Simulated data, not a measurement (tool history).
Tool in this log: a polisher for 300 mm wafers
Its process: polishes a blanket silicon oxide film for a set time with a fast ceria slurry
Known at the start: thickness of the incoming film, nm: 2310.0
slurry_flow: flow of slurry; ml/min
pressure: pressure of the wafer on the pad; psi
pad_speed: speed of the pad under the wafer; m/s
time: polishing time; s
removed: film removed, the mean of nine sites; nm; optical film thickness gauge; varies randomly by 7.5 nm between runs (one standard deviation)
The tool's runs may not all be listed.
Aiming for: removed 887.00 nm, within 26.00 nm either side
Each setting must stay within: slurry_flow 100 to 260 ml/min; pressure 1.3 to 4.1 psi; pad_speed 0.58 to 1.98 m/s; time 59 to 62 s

run  hour  slurry_flow  pressure  pad_speed  time  removed
  1   0.0          165       2.7       1.28    59  1117.00
  2   2.7          165       2.7       1.28    62  1174.10
  3  10.6          160       2.6       1.28    62  1121.80
  4  13.0          160       2.6       1.60    62  1358.70
  5  17.8          160       2.0       1.60    62  1063.90
  6  23.9          160       2.6       1.60    62  1372.40
  7  31.3          155       2.5       1.60    62  1311.40
  8  32.9          155       2.4       1.60    62  1264.00

Exercise: of the 4 proposed moves below, exactly one satisfies all targets within the stated allowed misses. Which move is it?
  A  34.5          175       1.9       1.32    59        ?
  B  34.5          225       1.7       1.56    59        ?
  C  34.5          240       1.6       1.52    59        ?
  D  34.5          175       2.8       1.96    59        ?

move  removed
   A   819.64
   B   870.86
   C   809.52
   D  1665.30
A: pushes the last run's worst result past its target
B: every result lands within tolerance
C: pushes the last run's worst result past its target
D: misses by more than the last run did
The right move is B.
